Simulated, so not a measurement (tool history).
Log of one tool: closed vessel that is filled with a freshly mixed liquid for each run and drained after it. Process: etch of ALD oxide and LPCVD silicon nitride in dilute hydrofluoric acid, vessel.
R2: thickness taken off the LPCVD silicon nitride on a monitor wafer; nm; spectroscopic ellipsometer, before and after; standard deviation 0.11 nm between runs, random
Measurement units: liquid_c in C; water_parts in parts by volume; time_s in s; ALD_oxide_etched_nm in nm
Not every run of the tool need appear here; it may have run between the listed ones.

Run 1, hour 0.0: liquid_c 21.0 C, water_parts 130 parts by volume, time_s 60 s. Result: ALD_oxide_etched_nm 6.8315 nm, R2 0.15625 nm.
Run 2, hour 8.4: liquid_c 21.0 C, water_parts 115 parts by volume, time_s 60 s. Result: ALD_oxide_etched_nm 7.9068 nm, R2 0.18703 nm.
Run 3, hour 16.8: liquid_c 21.0 C, water_parts 135 parts by volume, time_s 60 s. Result: ALD_oxide_etched_nm 6.5680 nm, R2 0.20308 nm.
Run 4, hour 24.0: liquid_c 21.0 C, water_parts 135 parts by volume, time_s 75 s. Result: ALD_oxide_etched_nm 8.2969 nm, R2 0.20116 nm.
Run 5, hour 30.1: liquid_c 21.0 C, water_parts 135 parts by volume, time_s 60 s. Result: ALD_oxide_etched_nm 6.5433 nm, R2 0.16068 nm.
Run 6, hour 33.2: liquid_c 22.0 C, water_parts 120 parts by volume, time_s 60 s. Result: ALD_oxide_etched_nm 7.7568 nm, R2 0.17125 nm.
At hour 36.3: thermometer replaced.
Run 7, hour 36.3: liquid_c 26.0 C, water_parts 70 parts by volume, time_s 80 s. Result: ALD_oxide_etched_nm 23.5770 nm, R2 0.49415 nm.

Predict the results of run 8:
Run 8, hour 42.4: liquid_c 26.5 C, water_parts 70 parts by volume, time_s 80 s. Result: ALD_oxide_etched_nm ?, R2 ?.

ALD_oxide_etched_nm: 23.7760 nm
R2: 0.54924 nm
